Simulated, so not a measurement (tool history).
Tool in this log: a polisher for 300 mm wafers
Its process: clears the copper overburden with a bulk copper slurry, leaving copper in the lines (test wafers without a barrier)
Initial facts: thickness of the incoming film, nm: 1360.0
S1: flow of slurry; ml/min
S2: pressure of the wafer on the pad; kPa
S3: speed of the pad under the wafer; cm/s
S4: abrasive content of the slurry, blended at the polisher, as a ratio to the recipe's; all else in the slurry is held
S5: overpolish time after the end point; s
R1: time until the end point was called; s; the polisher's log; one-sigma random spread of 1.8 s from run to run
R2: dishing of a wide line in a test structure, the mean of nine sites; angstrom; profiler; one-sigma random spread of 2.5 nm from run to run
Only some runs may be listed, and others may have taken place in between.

run	hour	S1	S2	S3	S4	S5	R1	R2
1	0.0	225	19.3	120	1.0	22	131.06	1008.20
2	7.4	225	15.9	120	1.0	22	156.52	869.88
3	12.6	225	19.3	120	1.0	22	129.88	962.30
4	15.7	225	20.0	120	1.0	23	124.28	1019.80
5	18.9	225	17.9	120	1.0	23	140.33	954.60
6	21.1	205	17.9	120	1.0	23	140.97	959.43
7	22.9	205	18.6	120	1.0	24	138.62	974.90
8	24.1	210	19.3	120	1.0	25	135.80	1006.00

Forecast run 9:
9	30.1	215	20.0	120	1.0	26	?	?

{"run 9": {"R1": 127.59, "R2": 1060.1}}
